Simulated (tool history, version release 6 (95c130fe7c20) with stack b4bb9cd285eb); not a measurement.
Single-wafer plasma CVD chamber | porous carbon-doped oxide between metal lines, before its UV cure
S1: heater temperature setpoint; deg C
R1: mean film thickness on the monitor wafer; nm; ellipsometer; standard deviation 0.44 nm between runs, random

{"run": 1, "hour": 0.0, "S1": 305, "RF power (kW)": 0.375, "deposition time (s)": 37.2, "R1": 173.66}
{"run": 2, "hour": 4.1, "S1": 308, "RF power (kW)": 0.37, "deposition time (s)": 37.2, "R1": 168.31}
{"run": 3, "hour": 8.7, "S1": 308, "RF power (kW)": 0.35, "deposition time (s)": 37.2, "R1": 161.2}
{"run": 4, "hour": 9.4, "S1": 311, "RF power (kW)": 0.35, "deposition time (s)": 37.2, "R1": 158.59}
{"run": 5, "hour": 14.3, "S1": 311, "RF power (kW)": 0.395, "deposition time (s)": 37.2, "R1": 173.68}
{"run": 6, "hour": 18.4, "S1": 314, "RF power (kW)": 0.385, "deposition time (s)": 37.2, "R1": 167.47}
{"run": 7, "hour": 26.4, "S1": 316, "RF power (kW)": 0.38, "deposition time (s)": 37.2, "R1": 163.68}
{"run": 8, "hour": 32.9, "S1": 318, "RF power (kW)": 0.375, "deposition time (s)": 37.2, "R1": 159.25}
{"run": 9, "hour": 37.8, "S1": 320, "RF power (kW)": 0.37, "deposition time (s)": 37.2, "R1": 156.53}
{"run": 10, "hour": 45.2, "S1": 321, "RF power (kW)": 0.365, "deposition time (s)": 37.2, "R1": 154.27}
{"run": 11, "hour": 54.0, "S1": 322, "RF power (kW)": 0.36, "deposition time (s)": 37.2, "R1": 152.49}
{"run": 12, "hour": 54.8, "S1": 329, "RF power (kW)": 0.325, "deposition time (s)": 37.1, "R1": 135.42}
{"run": 13, "hour": 60.2, "S1": 328, "RF power (kW)": 0.325, "deposition time (s)": 37.1, "R1": 135.66}

Estimate the outcome of run 14 from the log above:
{"run": 14, "hour": 61.4, "S1": 327, "RF power (kW)": 0.325, "deposition time (s)": 37.1, "R1": "?"}

{"run 14": {"R1": 136.14}}
